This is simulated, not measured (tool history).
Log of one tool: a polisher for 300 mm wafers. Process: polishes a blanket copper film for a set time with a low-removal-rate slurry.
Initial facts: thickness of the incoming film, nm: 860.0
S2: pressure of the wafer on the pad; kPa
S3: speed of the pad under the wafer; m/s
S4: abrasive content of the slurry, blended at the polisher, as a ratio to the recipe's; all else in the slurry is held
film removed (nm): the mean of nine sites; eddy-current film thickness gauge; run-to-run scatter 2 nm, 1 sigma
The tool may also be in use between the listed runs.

run 1 hour=0.0 | flow_of_slurry_(ml/min)=205 S2=19.3 S3=0.88 S4=1.0 polishing_time_(s)=125 | film_removed_(nm)=264.50
run 2 hour=1.4 | flow_of_slurry_(ml/min)=205 S2=22.8 S3=0.88 S4=1.0 polishing_time_(s)=125 | film_removed_(nm)=292.77
run 3 hour=2.0 | flow_of_slurry_(ml/min)=205 S2=22.8 S3=0.88 S4=1.0 polishing_time_(s)=125 | film_removed_(nm)=296.05
run 4 hour=2.8 | flow_of_slurry_(ml/min)=205 S2=22.8 S3=0.88 S4=1.0 polishing_time_(s)=131 | film_removed_(nm)=302.87
run 5 hour=10.6 | flow_of_slurry_(ml/min)=205 S2=27.6 S3=0.88 S4=1.0 polishing_time_(s)=131 | film_removed_(nm)=351.72
run 6 hour=12.1 | flow_of_slurry_(ml/min)=205 S2=27.6 S3=0.74 S4=1.0 polishing_time_(s)=131 | film_removed_(nm)=295.89
run 7 hour=17.4 | flow_of_slurry_(ml/min)=205 S2=23.4 S3=0.72 S4=1.0 polishing_time_(s)=131 | film_removed_(nm)=254.99
run 8 hour=25.7 | flow_of_slurry_(ml/min)=205 S2=23.4 S3=0.72 S4=1.0 polishing_time_(s)=131 | film_removed_(nm)=255.61
run 9 hour=32.3 | flow_of_slurry_(ml/min)=205 S2=20.0 S3=0.70 S4=1.0 polishing_time_(s)=131 | film_removed_(nm)=222.56
run 10 hour=39.0 | flow_of_slurry_(ml/min)=205 S2=17.9 S3=0.68 S4=1.0 polishing_time_(s)=131 | film_removed_(nm)=203.95

Forecast run 11:
run 11 hour=42.7 | flow_of_slurry_(ml/min)=205 S2=16.5 S3=0.68 S4=1.0 polishing_time_(s)=131 | film_removed_(nm)=?

{"run 11": {"film removed (nm)": 194.8}}
